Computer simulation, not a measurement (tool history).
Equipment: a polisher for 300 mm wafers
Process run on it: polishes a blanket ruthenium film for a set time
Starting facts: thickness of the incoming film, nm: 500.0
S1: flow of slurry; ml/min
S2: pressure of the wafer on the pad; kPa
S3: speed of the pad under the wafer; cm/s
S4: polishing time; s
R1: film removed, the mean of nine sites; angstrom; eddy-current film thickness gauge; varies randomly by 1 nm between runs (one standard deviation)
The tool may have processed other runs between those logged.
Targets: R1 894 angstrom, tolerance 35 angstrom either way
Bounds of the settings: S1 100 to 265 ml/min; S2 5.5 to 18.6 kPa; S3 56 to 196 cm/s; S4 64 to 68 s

run,hour,S1,S2,S3,S4,R1
1,0,170,11.7,126,64,697.71
2,5.4,175,13.1,126,64,802.97
3,14.3,175,13.1,126,64,790.47
4,18.5,180,13.8,126,64,847.32
5,21.4,180,12.4,126,64,749.32
6,26.1,140,12.4,126,64,737.76
7,29.1,140,13.8,126,64,798.88
8,30.5,145,13.8,126,64,807.89

Of the 4 settings listed for the next run, only one would bring every result within its allowed miss of target. Which one?
A,31.9,165,15.9,100,68,?
B,31.9,100,16.5,116,64,?
C,31.9,185,14.5,108,68,?
D,31.9,130,13.8,144,64,?

move,R1
A,818.94
B,841.45
C,820.7
D,918.78
A: moves toward the targets from the last run without getting all of them in spec
B: moves toward the targets from the last run without getting all of them in spec
C: moves toward the targets from the last run without getting all of them in spec
D: all results land within tolerance of their targets
Go with D: it meets all targets.
